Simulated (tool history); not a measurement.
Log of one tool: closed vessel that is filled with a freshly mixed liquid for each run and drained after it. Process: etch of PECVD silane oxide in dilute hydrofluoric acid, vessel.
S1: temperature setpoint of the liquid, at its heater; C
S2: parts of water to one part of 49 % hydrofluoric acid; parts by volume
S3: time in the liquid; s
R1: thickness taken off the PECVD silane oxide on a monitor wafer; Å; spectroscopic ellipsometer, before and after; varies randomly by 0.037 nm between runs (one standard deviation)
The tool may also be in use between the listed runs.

run	hour	S1	S2	S3	R1
1	0	23	95	30	64.962
2	6.4	23	95	30	66.127
3	11.4	23	70	30	91.146
4	14.3	23	45	30	147.76
5	20.5	23	80	30	78.832
6	21.3	23	80	30	78.698
7	23.7	21	85	30	69.198
8	32	20	85	30	65.648
9	39.9	19	85	30	62.023
10	46.4	18.5	85	30	61.058

Run 11, settings as shown, results not yet in. Your forecast:
11	54.8	18	85	30	?

{"run 11": {"R1": 60.158}}
